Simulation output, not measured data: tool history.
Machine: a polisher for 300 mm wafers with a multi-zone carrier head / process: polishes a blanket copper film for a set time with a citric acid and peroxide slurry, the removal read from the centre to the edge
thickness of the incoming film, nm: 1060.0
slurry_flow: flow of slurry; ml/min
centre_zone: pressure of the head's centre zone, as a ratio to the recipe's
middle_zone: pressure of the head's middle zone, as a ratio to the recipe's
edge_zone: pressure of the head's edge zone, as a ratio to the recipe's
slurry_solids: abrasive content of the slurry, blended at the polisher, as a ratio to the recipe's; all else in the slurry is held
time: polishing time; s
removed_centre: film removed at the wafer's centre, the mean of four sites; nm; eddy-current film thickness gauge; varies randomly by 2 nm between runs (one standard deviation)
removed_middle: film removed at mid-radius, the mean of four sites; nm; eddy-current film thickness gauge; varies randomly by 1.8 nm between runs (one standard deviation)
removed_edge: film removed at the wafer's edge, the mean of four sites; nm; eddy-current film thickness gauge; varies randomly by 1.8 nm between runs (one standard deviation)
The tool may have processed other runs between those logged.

{"run": 1, "hour": 0.0, "slurry_flow": 150, "centre_zone": 1.0, "middle_zone": 1.0, "edge_zone": 1.0, "slurry_solids": 1.0, "time": 53, "removed_centre": 145.25, "removed_middle": 144.82, "removed_edge": 150.48}
{"run": 2, "hour": 8.5, "slurry_flow": 150, "centre_zone": 0.93, "middle_zone": 1.0, "edge_zone": 1.0, "slurry_solids": 1.0, "time": 53, "removed_centre": 137.23, "removed_middle": 143.92, "removed_edge": 150.89}
{"run": 3, "hour": 11.0, "slurry_flow": 150, "centre_zone": 0.93, "middle_zone": 1.0, "edge_zone": 1.0, "slurry_solids": 1.0, "time": 58, "removed_centre": 150.08, "removed_middle": 158.8, "removed_edge": 167.74}
{"run": 4, "hour": 15.6, "slurry_flow": 150, "centre_zone": 1.0, "middle_zone": 1.0, "edge_zone": 1.0, "slurry_solids": 1.0, "time": 58, "removed_centre": 160.0, "removed_middle": 161.59, "removed_edge": 164.09}
{"run": 5, "hour": 19.4, "slurry_flow": 160, "centre_zone": 0.98, "middle_zone": 0.98, "edge_zone": 1.04, "slurry_solids": 1.05, "time": 58, "removed_centre": 158.28, "removed_middle": 157.89, "removed_edge": 170.84}
{"run": 6, "hour": 25.9, "slurry_flow": 160, "centre_zone": 1.05, "middle_zone": 0.98, "edge_zone": 1.04, "slurry_solids": 1.05, "time": 58, "removed_centre": 169.59, "removed_middle": 156.53, "removed_edge": 171.12}
{"run": 7, "hour": 27.4, "slurry_flow": 160, "centre_zone": 1.05, "middle_zone": 0.98, "edge_zone": 1.04, "slurry_solids": 1.05, "time": 58, "removed_centre": 168.5, "removed_middle": 154.9, "removed_edge": 172.22}
{"run": 8, "hour": 28.4, "slurry_flow": 165, "centre_zone": 1.03, "middle_zone": 0.98, "edge_zone": 1.07, "slurry_solids": 1.1, "time": 58, "removed_centre": 172.2, "removed_middle": 160.31, "removed_edge": 176.21}
{"run": 9, "hour": 35.9, "slurry_flow": 165, "centre_zone": 1.0, "middle_zone": 0.97, "edge_zone": 1.1, "slurry_solids": 1.15, "time": 58, "removed_centre": 165.96, "removed_middle": 161.79, "removed_edge": 180.92}
{"run": 10, "hour": 40.4, "slurry_flow": 165, "centre_zone": 0.99, "middle_zone": 0.96, "edge_zone": 1.12, "slurry_solids": 1.15, "time": 58, "removed_centre": 164.76, "removed_middle": 159.38, "removed_edge": 180.67}
{"hour": 42.1, "done": "worn pad replaced by a new one"}
{"run": 11, "hour": 42.1, "slurry_flow": 170, "centre_zone": 0.98, "middle_zone": 0.95, "edge_zone": 1.14, "slurry_solids": 1.2, "time": 58, "removed_centre": 182.66, "removed_middle": 174.98, "removed_edge": 209.12}
{"run": 12, "hour": 46.6, "slurry_flow": 160, "centre_zone": 0.97, "middle_zone": 0.95, "edge_zone": 1.14, "slurry_solids": 1.2, "time": 58, "removed_centre": 175.76, "removed_middle": 173.84, "removed_edge": 203.52}
{"run": 13, "hour": 48.0, "slurry_flow": 160, "centre_zone": 0.96, "middle_zone": 0.94, "edge_zone": 1.13, "slurry_solids": 1.15, "time": 58, "removed_centre": 175.14, "removed_middle": 174.24, "removed_edge": 198.6}

The next listed run, before its measurement:
{"run": 14, "hour": 53.0, "slurry_flow": 170, "centre_zone": 0.96, "middle_zone": 0.94, "edge_zone": 1.14, "slurry_solids": 1.15, "time": 57, "removed_centre": "?", "removed_middle": "?", "removed_edge": "?"}

{"run 14": {"removed_centre": 170.84, "removed_middle": 167.91, "removed_edge": 194.89}}
